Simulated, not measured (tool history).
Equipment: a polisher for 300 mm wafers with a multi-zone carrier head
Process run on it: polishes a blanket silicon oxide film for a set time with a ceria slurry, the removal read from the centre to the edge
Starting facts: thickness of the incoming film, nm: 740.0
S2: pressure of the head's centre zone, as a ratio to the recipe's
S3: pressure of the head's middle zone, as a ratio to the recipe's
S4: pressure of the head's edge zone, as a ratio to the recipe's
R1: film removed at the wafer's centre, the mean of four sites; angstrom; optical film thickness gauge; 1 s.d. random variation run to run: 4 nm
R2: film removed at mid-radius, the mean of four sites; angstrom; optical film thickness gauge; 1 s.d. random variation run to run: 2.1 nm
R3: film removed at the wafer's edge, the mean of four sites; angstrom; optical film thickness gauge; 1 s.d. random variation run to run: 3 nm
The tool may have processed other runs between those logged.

Run 1, hour 0.0: flow of slurry (ml/min) 225, S2 1.00, S3 1.00, S4 1.00, polishing time (s) 46. Result: R1 2441.7 angstrom, R2 2486.5 angstrom, R3 2507.9 angstrom.
Run 2, hour 3.9: flow of slurry (ml/min) 225, S2 0.96, S3 1.00, S4 1.00, polishing time (s) 46. Result: R1 2447.8 angstrom, R2 2525.4 angstrom, R3 2530.5 angstrom.
Run 3, hour 6.3: flow of slurry (ml/min) 180, S2 0.96, S3 1.00, S4 1.00, polishing time (s) 46. Result: R1 2353.3 angstrom, R2 2407.7 angstrom, R3 2451.0 angstrom.
Run 4, hour 8.7: flow of slurry (ml/min) 180, S2 0.92, S3 1.00, S4 1.00, polishing time (s) 46. Result: R1 2183.7 angstrom, R2 2411.1 angstrom, R3 2438.7 angstrom.
Run 5, hour 16.4: flow of slurry (ml/min) 200, S2 0.95, S3 0.99, S4 1.03, polishing time (s) 47. Result: R1 2389.1 angstrom, R2 2486.1 angstrom, R3 2582.1 angstrom.
Run 6, hour 18.0: flow of slurry (ml/min) 215, S2 0.97, S3 0.98, S4 1.06, polishing time (s) 48. Result: R1 2474.9 angstrom, R2 2573.8 angstrom, R3 2722.8 angstrom.
Run 7, hour 23.6: flow of slurry (ml/min) 215, S2 0.97, S3 0.98, S4 1.06, polishing time (s) 48. Result: R1 2561.9 angstrom, R2 2508.5 angstrom, R3 2672.7 angstrom.
Run 8, hour 27.8: flow of slurry (ml/min) 215, S2 0.97, S3 0.98, S4 1.06, polishing time (s) 48. Result: R1 2468.6 angstrom, R2 2550.1 angstrom, R3 2698.3 angstrom.
Run 9, hour 31.6: flow of slurry (ml/min) 215, S2 0.97, S3 0.98, S4 1.06, polishing time (s) 48. Result: R1 2518.2 angstrom, R2 2537.9 angstrom, R3 2708.5 angstrom.
Run 10, hour 33.0: flow of slurry (ml/min) 230, S2 0.99, S3 0.98, S4 1.08, polishing time (s) 48. Result: R1 2619.0 angstrom, R2 2573.9 angstrom, R3 2756.0 angstrom.
Run 11, hour 37.3: flow of slurry (ml/min) 245, S2 1.00, S3 0.97, S4 1.10, polishing time (s) 48. Result: R1 2611.5 angstrom, R2 2583.4 angstrom, R3 2809.6 angstrom.

What does the tool deliver on the next run?
Run 12, hour 39.4: flow of slurry (ml/min) 255, S2 1.02, S3 0.97, S4 1.12, polishing time (s) 48. Result: R1 ?, R2 ?, R3 ?.

Run 12 measured R1 2701.0 angstrom, R2 2556.4 angstrom, R3 2806.9 angstrom.
